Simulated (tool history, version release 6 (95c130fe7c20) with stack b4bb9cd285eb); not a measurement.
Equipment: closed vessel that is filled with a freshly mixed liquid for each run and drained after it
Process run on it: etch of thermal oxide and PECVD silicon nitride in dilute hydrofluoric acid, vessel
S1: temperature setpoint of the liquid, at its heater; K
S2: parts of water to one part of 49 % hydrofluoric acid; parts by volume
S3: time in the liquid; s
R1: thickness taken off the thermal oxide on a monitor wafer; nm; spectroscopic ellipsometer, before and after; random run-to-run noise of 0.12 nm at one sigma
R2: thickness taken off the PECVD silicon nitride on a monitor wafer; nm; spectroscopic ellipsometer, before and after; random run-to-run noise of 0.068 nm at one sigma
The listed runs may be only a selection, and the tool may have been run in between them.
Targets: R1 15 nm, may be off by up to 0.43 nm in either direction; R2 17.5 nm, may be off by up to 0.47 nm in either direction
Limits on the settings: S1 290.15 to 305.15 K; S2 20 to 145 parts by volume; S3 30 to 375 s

| run | hour | S1 | S2 | S3 | R1 | R2 |
|---|---|---|---|---|---|---|
| 1 | 0 | 297.15 | 80 | 190 | 10.488 | 9.9825 |
| 2 | 8.7 | 297.15 | 80 | 240 | 13.261 | 12.665 |
| 3 | 10.3 | 297.15 | 80 | 180 | 9.8225 | 9.507 |
| 4 | 14.5 | 299.15 | 80 | 180 | 10.72 | 10.821 |
| 5 | 19.6 | 299.15 | 100 | 180 | 8.2127 | 8.6999 |
| 6 | 24.3 | 299.15 | 125 | 180 | 6.4537 | 6.9635 |
| 7 | 29.8 | 300.65 | 110 | 180 | 7.9014 | 8.7033 |
| 8 | 39 | 301.65 | 100 | 180 | 9.1447 | 10.192 |
| 9 | 46.8 | 302.65 | 90 | 180 | 10.774 | 12.111 |
| 10 | 50.7 | 303.15 | 85 | 180 | 11.773 | 13.149 |

Which of these 4 next moves meets every target?
| A | 54.6 | 303.15 | 70 | 195 | ? | ? |
| B | 54.6 | 294.15 | 60 | 150 | ? | ? |
| C | 54.6 | 302.65 | 60 | 160 | ? | ? |
| D | 54.6 | 305.15 | 75 | 185 | ? | ? |

| move | R1 | R2 |
|---|---|---|
| A | 15.792 | 17.462 |
| B | 10.007 | 8.6182 |
| C | 15.05 | 16.177 |
| D | 14.977 | 17.544 |
A: brings the last run's worst result on target, with another outside its allowed miss
B: the biggest miss grows against the last run
C: closer than the last run, but not yet in spec
D: all results land within tolerance of their targets
So the answer is move D, the one that meets all the targets.
